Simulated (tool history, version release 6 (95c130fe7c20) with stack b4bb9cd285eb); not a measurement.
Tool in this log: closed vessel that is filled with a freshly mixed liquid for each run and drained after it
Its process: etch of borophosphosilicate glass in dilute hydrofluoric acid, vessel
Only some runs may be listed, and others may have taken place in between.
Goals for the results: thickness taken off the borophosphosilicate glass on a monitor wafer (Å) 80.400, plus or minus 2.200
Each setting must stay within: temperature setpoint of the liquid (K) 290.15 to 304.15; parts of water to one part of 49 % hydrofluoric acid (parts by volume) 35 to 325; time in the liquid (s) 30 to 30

| run | day | temperature setpoint of the liquid (K) | parts of water to one part of 49 % hydrofluoric acid (parts by volume) | time in the liquid (s) | thickness taken off the borophosphosilicate glass on a monitor wafer (Å) |
|---|---|---|---|---|---|
| 1 | 0.000 | 296.15 | 180 | 30 | 71.664 |
| 2 | 0.033 | 296.15 | 235 | 30 | 51.873 |
| 3 | 0.329 | 296.15 | 180 | 30 | 70.931 |
| 4 | 0.617 | 294.15 | 180 | 30 | 66.046 |
| 5 | 0.817 | 295.65 | 180 | 30 | 69.374 |
| 6 | 1.112 | 296.65 | 180 | 30 | 73.298 |
| 7 | 1.488 | 297.15 | 180 | 30 | 74.275 |
| 8 | 1.858 | 297.65 | 180 | 30 | 75.671 |
| 9 | 1.975 | 298.15 | 180 | 30 | 77.130 |

Exercise: of the 4 proposed moves below, exactly one satisfies all targets within the stated allowed misses. Which move is it?
| A | 2.092 | 297.65 | 180 | 30 | ? |
| B | 2.092 | 298.65 | 175 | 30 | ? |
| C | 2.092 | 301.65 | 185 | 30 | ? |
| D | 2.092 | 298.65 | 195 | 30 | ? |

| move | thickness taken off the borophosphosilicate glass on a monitor wafer (Å) |
|---|---|
| A | 75.598 |
| B | 81.156 |
| C | 84.702 |
| D | 71.273 |
A: lands further from the targets than the last run did
B: all results land within tolerance of their targets
C: carries the result that was furthest off beyond its target, to the other side
D: lands further from the targets than the last run did
So the answer is move B, the one that meets all the targets.
